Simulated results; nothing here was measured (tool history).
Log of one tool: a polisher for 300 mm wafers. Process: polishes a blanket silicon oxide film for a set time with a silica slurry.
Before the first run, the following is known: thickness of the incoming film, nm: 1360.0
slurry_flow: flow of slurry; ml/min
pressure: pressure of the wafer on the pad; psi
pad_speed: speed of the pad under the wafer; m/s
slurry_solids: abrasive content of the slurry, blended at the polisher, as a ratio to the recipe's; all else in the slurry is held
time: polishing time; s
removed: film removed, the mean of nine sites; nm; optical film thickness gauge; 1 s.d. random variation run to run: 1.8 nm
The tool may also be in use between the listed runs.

run	hour	slurry_flow	pressure	pad_speed	slurry_solids	time	removed
1	0.0	235	4.3	1.42	1.0	57	216.16
2	0.6	235	4.3	1.14	1.0	57	177.33
3	5.7	235	4.0	1.14	1.0	57	167.79
4	6.6	235	3.8	1.14	1.0	57	159.57
5	7.9	235	3.6	1.14	1.0	57	154.30
6	15.7	235	3.6	1.14	1.0	57	151.15
7	24.2	235	3.5	1.14	1.0	57	148.38

Run 8, settings as shown, results not yet in. Your forecast:
8	26.1	235	3.4	1.14	1.0	57	?

removed: 141.56 nm

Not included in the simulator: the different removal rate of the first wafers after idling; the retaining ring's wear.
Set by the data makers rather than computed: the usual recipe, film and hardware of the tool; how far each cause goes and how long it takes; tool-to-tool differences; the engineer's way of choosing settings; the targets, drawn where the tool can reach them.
